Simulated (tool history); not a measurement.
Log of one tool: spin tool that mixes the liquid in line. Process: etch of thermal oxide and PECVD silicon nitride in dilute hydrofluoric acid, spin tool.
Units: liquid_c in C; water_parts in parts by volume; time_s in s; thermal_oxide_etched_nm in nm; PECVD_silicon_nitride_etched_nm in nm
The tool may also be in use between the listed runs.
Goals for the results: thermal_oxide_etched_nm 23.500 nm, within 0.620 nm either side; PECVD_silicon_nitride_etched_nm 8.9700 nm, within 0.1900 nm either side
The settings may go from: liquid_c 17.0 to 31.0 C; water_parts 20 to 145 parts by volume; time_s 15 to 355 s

run	hour	liquid_c	water_parts	time_s	thermal_oxide_etched_nm	PECVD_silicon_nitride_etched_nm
1	0.0	23.0	80	180	10.941	4.6302
2	5.7	23.0	60	175	14.561	5.8912
3	6.2	21.5	60	175	13.619	5.3390
4	12.8	22.5	50	170	16.558	6.6499
5	20.5	22.5	45	170	18.669	7.2969
6	28.3	22.5	30	170	28.741	10.9590
7	33.4	21.5	40	175	20.892	7.9057
8	40.9	22.0	40	175	21.416	8.2230
9	43.2	22.5	35	175	25.291	9.5816
10	44.0	22.0	40	175	21.151	8.2001
11	47.6	22.5	35	175	24.962	9.6159

Which one of the following 4 next-run settings gets every result inside its allowed miss? There is exactly one.
A	51.2	22.5	30	140	?	?
B	51.2	22.5	35	155	?	?
C	51.2	19.5	25	140	?	?
D	51.2	24.5	40	160	?	?

move	thermal_oxide_etched_nm	PECVD_silicon_nitride_etched_nm
A	23.465	8.9283
B	22.124	8.5158
C	24.914	8.6305
D	21.579	8.8471
A: hits every target within its allowed miss
B: takes the result that was furthest off past its target
C: takes the result that was furthest off past its target
D: puts the biggest miss on target and leaves a different result outside tolerance
The right move is A.
